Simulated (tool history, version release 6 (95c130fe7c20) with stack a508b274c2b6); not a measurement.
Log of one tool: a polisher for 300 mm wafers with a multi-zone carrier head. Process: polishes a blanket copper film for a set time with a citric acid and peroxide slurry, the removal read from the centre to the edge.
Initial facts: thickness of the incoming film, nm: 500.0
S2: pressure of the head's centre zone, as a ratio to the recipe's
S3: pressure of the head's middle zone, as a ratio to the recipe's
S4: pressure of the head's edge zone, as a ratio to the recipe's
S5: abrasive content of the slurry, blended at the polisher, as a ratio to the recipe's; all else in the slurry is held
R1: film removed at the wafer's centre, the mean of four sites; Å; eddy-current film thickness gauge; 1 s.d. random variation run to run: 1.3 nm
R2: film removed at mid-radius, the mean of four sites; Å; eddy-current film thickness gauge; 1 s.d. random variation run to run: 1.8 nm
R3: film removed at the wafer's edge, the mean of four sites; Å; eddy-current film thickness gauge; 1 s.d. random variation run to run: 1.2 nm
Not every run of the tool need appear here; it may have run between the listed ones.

Run 1, hour 0.0: flow of slurry (ml/min) 230, S2 1.00, S3 1.00, S4 1.00, S5 1.00, polishing time (s) 60. Result: R1 1926.2 Å, R2 1903.9 Å, R3 1885.8 Å.
Run 2, hour 1.8: flow of slurry (ml/min) 220, S2 0.96, S3 0.98, S4 0.99, S5 0.90, polishing time (s) 58. Result: R1 1770.8 Å, R2 1708.0 Å, R3 1759.9 Å.
Run 3, hour 10.2: flow of slurry (ml/min) 210, S2 0.93, S3 1.00, S4 1.01, S5 0.85, polishing time (s) 56. Result: R1 1587.3 Å, R2 1669.0 Å, R3 1680.9 Å.
Run 4, hour 14.6: flow of slurry (ml/min) 200, S2 0.90, S3 0.99, S4 1.01, S5 0.75, polishing time (s) 55. Result: R1 1420.1 Å, R2 1580.8 Å, R3 1538.6 Å.
Run 5, hour 21.4: flow of slurry (ml/min) 200, S2 0.90, S3 0.99, S4 1.01, S5 0.90, polishing time (s) 55. Result: R1 1525.5 Å, R2 1653.1 Å, R3 1676.0 Å.
Run 6, hour 27.0: flow of slurry (ml/min) 195, S2 0.88, S3 0.97, S4 1.01, S5 0.85, polishing time (s) 55. Result: R1 1496.8 Å, R2 1578.5 Å, R3 1628.3 Å.

Forecast run 7:
Run 7, hour 33.2: flow of slurry (ml/min) 190, S2 0.86, S3 0.96, S4 1.02, S5 0.80, polishing time (s) 55. Result: R1 ?, R2 ?, R3 ?.

R1: 1394.4 Å
R2: 1535.5 Å
R3: 1619.1 Å
